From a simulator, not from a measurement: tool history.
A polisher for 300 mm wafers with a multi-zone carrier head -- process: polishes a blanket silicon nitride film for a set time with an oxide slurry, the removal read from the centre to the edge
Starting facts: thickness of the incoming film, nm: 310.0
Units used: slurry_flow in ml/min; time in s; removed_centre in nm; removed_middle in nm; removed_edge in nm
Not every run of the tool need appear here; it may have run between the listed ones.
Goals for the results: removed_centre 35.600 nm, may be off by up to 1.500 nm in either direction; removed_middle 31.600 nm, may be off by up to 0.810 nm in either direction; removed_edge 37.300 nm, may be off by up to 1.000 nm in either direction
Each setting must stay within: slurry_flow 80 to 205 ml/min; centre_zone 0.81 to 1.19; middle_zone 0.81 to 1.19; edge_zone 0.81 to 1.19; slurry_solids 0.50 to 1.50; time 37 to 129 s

run  hour  slurry_flow  centre_zone  middle_zone  edge_zone  slurry_solids  time  removed_centre  removed_middle  removed_edge
  1   0.0          135         1.00         1.00       1.00           1.00    83          39.135          38.193        38.728
  2   4.7          135         1.00         0.96       1.00           1.00    83          38.811          36.571        38.361
  3  11.9          135         1.00         0.96       1.00           0.90    83          37.494          34.867        36.940
  4  13.3          135         1.00         0.96       1.00           0.90    67          29.858          28.192        29.982
  5  21.8          145         1.01         0.95       1.05           0.95    67          31.458          29.452        32.442
  6  29.1          160         1.02         0.94       1.08           0.95    67          32.079          29.972        32.957
  7  30.1          165         1.03         0.93       1.11           1.00    67          33.621          30.606        34.195
  8  37.4          170         1.03         0.92       1.13           1.00    67          34.617          30.081        34.314
  9  40.1          175         1.01         0.92       1.15           1.05    67          33.983          31.042        35.780
 10  42.2          180         1.01         0.92       1.16           1.05    67          34.286          30.807        35.870
 11  48.1          185         1.01         0.92       1.17           1.05    67          35.131          31.403        36.062

Exercise: of the 4 proposed moves below, exactly one satisfies all targets within the stated allowed misses. Which move is it?
  A  54.0          185         0.91         0.91       1.13           1.15    67               ?               ?             ?
  B  54.0          170         1.02         0.91       1.16           1.10    68               ?               ?             ?
  C  54.0          205         1.05         0.93       1.18           1.10    62               ?               ?             ?
  D  54.0          205         1.01         0.94       1.15           1.05    64               ?               ?             ?

move  removed_centre  removed_middle  removed_edge
   A          32.344          32.487        36.695
   B          34.837          31.919        36.701
   C          33.651          30.530        34.505
   D          33.012          31.209        34.483
A: meets the target for the result that was furthest off, but another lies outside its allowed miss
B: meets every target
C: moves away from the targets compared with the last run
D: moves away from the targets compared with the last run
The right move is B.

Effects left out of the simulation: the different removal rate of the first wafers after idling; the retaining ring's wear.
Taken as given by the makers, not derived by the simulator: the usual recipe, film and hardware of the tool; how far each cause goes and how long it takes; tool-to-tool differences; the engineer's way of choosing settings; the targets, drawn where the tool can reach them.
